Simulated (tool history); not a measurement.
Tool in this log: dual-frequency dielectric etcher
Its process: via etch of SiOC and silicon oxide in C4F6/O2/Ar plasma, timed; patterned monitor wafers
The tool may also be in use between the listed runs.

| run | day | source power (kW) | bias power (kW) | etch time (s) | mean etch depth across the wafer (nm) |
|---|---|---|---|---|---|
| 1 | 0 | 0.25 | 0.153 | 86 | 74.128 |
| 2 | 0.117 | 0.25 | 0.153 | 89.5 | 77.24 |
| 3 | 0.254 | 0.24 | 0.15 | 89.5 | 75.672 |
| 4 | 0.604 | 0.24 | 0.135 | 89.5 | 74.254 |
| 5 | 0.708 | 0.28 | 0.135 | 89.5 | 78.876 |
| 6 | 1.058 | 0.28 | 0.135 | 89.5 | 79.099 |
| 7 | 1.188 | 0.27 | 0.132 | 89.5 | 77.606 |
| 8 | 1.379 | 0.26 | 0.129 | 89.5 | 76.654 |

The next listed run, before its measurement:
| 9 | 1.417 | 0.25 | 0.126 | 89 | ? |

mean etch depth across the wafer (nm): 73.588
